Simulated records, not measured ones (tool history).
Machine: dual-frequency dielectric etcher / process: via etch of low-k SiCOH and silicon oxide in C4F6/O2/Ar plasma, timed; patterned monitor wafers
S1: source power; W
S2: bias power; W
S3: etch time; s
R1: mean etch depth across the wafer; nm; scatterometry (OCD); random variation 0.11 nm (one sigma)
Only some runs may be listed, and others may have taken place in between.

{"run": 1, "day": 0.0, "S1": 410, "S2": 131, "S3": 23.5, "R1": 52.637}
{"run": 2, "day": 0.142, "S1": 410, "S2": 131, "S3": 23.5, "R1": 52.263}
{"run": 3, "day": 0.458, "S1": 390, "S2": 126, "S3": 23, "R1": 49.697}
{"run": 4, "day": 0.533, "S1": 320, "S2": 126, "S3": 23, "R1": 45.455}
{"run": 5, "day": 0.588, "S1": 310, "S2": 125, "S3": 23, "R1": 44.564}
{"run": 6, "day": 0.775, "S1": 310, "S2": 134, "S3": 23, "R1": 45.203}
{"run": 7, "day": 0.875, "S1": 260, "S2": 124, "S3": 22.5, "R1": 40.006}

What does the tool deliver on the next run?
{"run": 8, "day": 0.967, "S1": 260, "S2": 124, "S3": 22.5, "R1": "?"}

R1: 39.909 nm
